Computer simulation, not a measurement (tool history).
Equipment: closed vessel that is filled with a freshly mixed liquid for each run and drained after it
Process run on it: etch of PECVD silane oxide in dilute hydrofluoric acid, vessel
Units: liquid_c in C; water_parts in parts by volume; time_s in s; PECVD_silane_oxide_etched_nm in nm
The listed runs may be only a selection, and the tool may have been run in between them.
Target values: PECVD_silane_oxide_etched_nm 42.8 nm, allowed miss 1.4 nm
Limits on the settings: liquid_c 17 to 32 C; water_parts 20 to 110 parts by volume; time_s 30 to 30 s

Run 1, hour 0: liquid_c 24 C, water_parts 60 parts by volume, time_s 30 s. Result: PECVD_silane_oxide_etched_nm 13.27 nm.
Run 2, hour 1.3: liquid_c 24 C, water_parts 70 parts by volume, time_s 30 s. Result: PECVD_silane_oxide_etched_nm 11.07 nm.
Run 3, hour 3.8: liquid_c 25.5 C, water_parts 60 parts by volume, time_s 30 s. Result: PECVD_silane_oxide_etched_nm 14.014 nm.
Run 4, hour 5.9: liquid_c 24 C, water_parts 60 parts by volume, time_s 30 s. Result: PECVD_silane_oxide_etched_nm 13.057 nm.
Run 5, hour 8: liquid_c 24 C, water_parts 60 parts by volume, time_s 30 s. Result: PECVD_silane_oxide_etched_nm 13.4 nm.
Run 6, hour 10.1: liquid_c 26.5 C, water_parts 60 parts by volume, time_s 30 s. Result: PECVD_silane_oxide_etched_nm 14.561 nm.
Run 7, hour 11.2: liquid_c 27.5 C, water_parts 50 parts by volume, time_s 30 s. Result: PECVD_silane_oxide_etched_nm 18.823 nm.
Run 8, hour 16.8: liquid_c 28.5 C, water_parts 45 parts by volume, time_s 30 s. Result: PECVD_silane_oxide_etched_nm 21.517 nm.
Run 9, hour 24.2: liquid_c 32 C, water_parts 20 parts by volume, time_s 30 s. Result: PECVD_silane_oxide_etched_nm 57.96 nm.
Run 10, hour 31.8: liquid_c 31 C, water_parts 20 parts by volume, time_s 30 s. Result: PECVD_silane_oxide_etched_nm 55.705 nm.
Run 11, hour 36.5: liquid_c 30 C, water_parts 20 parts by volume, time_s 30 s. Result: PECVD_silane_oxide_etched_nm 53.825 nm.
Run 12, hour 38.9: liquid_c 29 C, water_parts 20 parts by volume, time_s 30 s. Result: PECVD_silane_oxide_etched_nm 52.369 nm.
Run 13, hour 47.7: liquid_c 28 C, water_parts 20 parts by volume, time_s 30 s. Result: PECVD_silane_oxide_etched_nm 48.874 nm.
Run 14, hour 54.6: liquid_c 27.5 C, water_parts 20 parts by volume, time_s 30 s. Result: PECVD_silane_oxide_etched_nm 47.949 nm.
Run 15, hour 56.6: liquid_c 27.5 C, water_parts 20 parts by volume, time_s 30 s. Result: PECVD_silane_oxide_etched_nm 48.376 nm.
Run 16, hour 59.6: liquid_c 27.5 C, water_parts 20 parts by volume, time_s 30 s. Result: PECVD_silane_oxide_etched_nm 47.838 nm.
Run 17, hour 68.9: liquid_c 27 C, water_parts 20 parts by volume, time_s 30 s. Result: PECVD_silane_oxide_etched_nm 47.552 nm.
Run 18, hour 75.3: liquid_c 26.5 C, water_parts 20 parts by volume, time_s 30 s. Result: PECVD_silane_oxide_etched_nm 47.136 nm.
Run 19, hour 80.3: liquid_c 26 C, water_parts 20 parts by volume, time_s 30 s. Result: PECVD_silane_oxide_etched_nm 45.872 nm.

4 candidate next runs follow, results not yet known. Just one meets every target within its allowed miss. Identify it.
Run A, hour 85.3: liquid_c 28.5 C, water_parts 20 parts by volume, time_s 30 s. Result: PECVD_silane_oxide_etched_nm ?.
Run B, hour 85.3: liquid_c 26.5 C, water_parts 20 parts by volume, time_s 30 s. Result: PECVD_silane_oxide_etched_nm ?.
Run C, hour 85.3: liquid_c 24.5 C, water_parts 20 parts by volume, time_s 30 s. Result: PECVD_silane_oxide_etched_nm ?.
Run D, hour 85.3: liquid_c 28.5 C, water_parts 25 parts by volume, time_s 30 s. Result: PECVD_silane_oxide_etched_nm ?.

move  PECVD_silane_oxide_etched_nm
   A                        50.437
   B                        46.448
   C                        42.725
   D                        40.038
A: lands further from the targets than the last run did
B: lands further from the targets than the last run did
C: every result within its allowed miss
D: carries the result that was furthest off beyond its target, to the other side
The right move is C.
